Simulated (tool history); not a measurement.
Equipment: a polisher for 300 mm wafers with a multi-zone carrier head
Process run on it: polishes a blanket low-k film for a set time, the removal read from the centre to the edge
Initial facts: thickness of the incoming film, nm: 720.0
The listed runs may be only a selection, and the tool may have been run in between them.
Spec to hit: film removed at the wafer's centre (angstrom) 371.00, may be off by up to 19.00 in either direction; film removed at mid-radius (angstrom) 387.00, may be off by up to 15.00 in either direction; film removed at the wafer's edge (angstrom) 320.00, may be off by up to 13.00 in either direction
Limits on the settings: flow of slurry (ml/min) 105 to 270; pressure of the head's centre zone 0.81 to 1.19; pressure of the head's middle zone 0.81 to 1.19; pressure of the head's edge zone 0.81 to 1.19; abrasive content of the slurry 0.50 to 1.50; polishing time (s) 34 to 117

run  hour  flow of slurry (ml/min)  pressure of the head's centre zone  pressure of the head's middle zone  pressure of the head's edge zone  abrasive content of the slurry  polishing time (s)  film removed at the wafer's centre (angstrom)  film removed at mid-radius (angstrom)  film removed at the wafer's edge (angstrom)
  1   0.0                      175                                1.00                                1.00                              1.00                            1.00                  75                                         253.57                                 264.61                                       253.44
  2   8.1                      175                                1.00                                1.00                              1.00                            1.10                  75                                         273.63                                 280.13                                       273.10
  3  12.6                      175                                1.00                                1.04                              1.00                            1.10                  75                                         269.19                                 280.12                                       272.69
  4  14.3                      205                                1.01                                1.09                              0.94                            1.15                  78                                         292.71                                 324.38                                       282.66
  5  15.3                      205                                1.01                                1.09                              0.94                            1.15                  69                                         264.57                                 275.51                                       248.90
  6  21.7                      205                                1.01                                1.09                              0.94                            1.15                  85                                         318.27                                 341.81                                       305.53
  7  29.5                      215                                1.03                                1.12                              0.93                            1.20                  85                                         337.18                                 359.62                                       317.11
  8  33.3                      220                                1.05                                1.14                              0.91                            1.20                  85                                         345.75                                 373.23                                       315.65

4 next moves are on the table. One of them brings every result within its allowed miss. Which?
  A  37.1                      195                                1.03                                1.07                              0.81                            1.45                  86                                              ?                                      ?                                            ?
  B  37.1                      230                                0.97                                1.08                              1.04                            1.25                  82                                              ?                                      ?                                            ?
  C  37.1                      235                                0.96                                1.11                              0.96                            1.30                  81                                              ?                                      ?                                            ?
  D  37.1                      210                                1.15                                1.08                              0.90                            1.25                  82                                              ?                                      ?                                            ?

move  film removed at the wafer's centre (angstrom)  film removed at mid-radius (angstrom)  film removed at the wafer's edge (angstrom)
   A                                         379.05                                 377.89                                       326.35
   B                                         324.75                                 345.97                                       330.08
   C                                         323.93                                 356.70                                       320.12
   D                                         381.83                                 342.76                                       306.98
A: hits every target within its allowed miss
B: its largest miss is bigger than the last run's
C: its largest miss is bigger than the last run's
D: the worst result of the last run now meets its target, but another is out of spec
A meets every target.

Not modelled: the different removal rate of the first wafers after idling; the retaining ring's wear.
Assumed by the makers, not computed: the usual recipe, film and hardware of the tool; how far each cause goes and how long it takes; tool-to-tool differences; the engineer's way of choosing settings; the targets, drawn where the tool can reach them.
